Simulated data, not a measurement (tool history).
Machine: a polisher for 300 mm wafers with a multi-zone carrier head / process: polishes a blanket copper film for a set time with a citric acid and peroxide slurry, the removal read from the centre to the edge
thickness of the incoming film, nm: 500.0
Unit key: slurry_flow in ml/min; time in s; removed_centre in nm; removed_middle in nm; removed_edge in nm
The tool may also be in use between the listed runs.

Run 1, hour 0.0: slurry_flow 285 ml/min, centre_zone 1.00, middle_zone 1.00, edge_zone 1.00, slurry_solids 1.00, time 36 s. Result: removed_centre 127.430 nm, removed_middle 122.910 nm, removed_edge 127.460 nm.
Run 2, hour 2.0: slurry_flow 285 ml/min, centre_zone 1.00, middle_zone 1.00, edge_zone 1.00, slurry_solids 1.00, time 33 s. Result: removed_centre 115.520 nm, removed_middle 108.620 nm, removed_edge 114.570 nm.
Run 3, hour 3.8: slurry_flow 285 ml/min, centre_zone 1.00, middle_zone 0.98, edge_zone 0.99, slurry_solids 0.90, time 31 s. Result: removed_centre 107.590 nm, removed_middle 100.330 nm, removed_edge 105.040 nm.
Run 4, hour 6.7: slurry_flow 270 ml/min, centre_zone 1.00, middle_zone 0.95, edge_zone 1.00, slurry_solids 0.85, time 29 s. Result: removed_centre 100.240 nm, removed_middle 89.630 nm, removed_edge 98.005 nm.
Run 5, hour 10.4: slurry_flow 270 ml/min, centre_zone 1.00, middle_zone 0.95, edge_zone 1.00, slurry_solids 0.75, time 29 s. Result: removed_centre 97.796 nm, removed_middle 88.036 nm, removed_edge 96.333 nm.
Run 6, hour 13.6: slurry_flow 270 ml/min, centre_zone 1.00, middle_zone 0.88, edge_zone 1.00, slurry_solids 0.75, time 29 s. Result: removed_centre 96.861 nm, removed_middle 82.309 nm, removed_edge 96.285 nm.

Run 7 is up next; what results do you expect?
Run 7, hour 20.6: slurry_flow 190 ml/min, centre_zone 1.01, middle_zone 0.81, edge_zone 0.91, slurry_solids 0.50, time 19 s. Result: removed_centre ?, removed_middle ?, removed_edge ?.

removed_centre: 57.588 nm
removed_middle: 45.382 nm
removed_edge: 55.432 nm
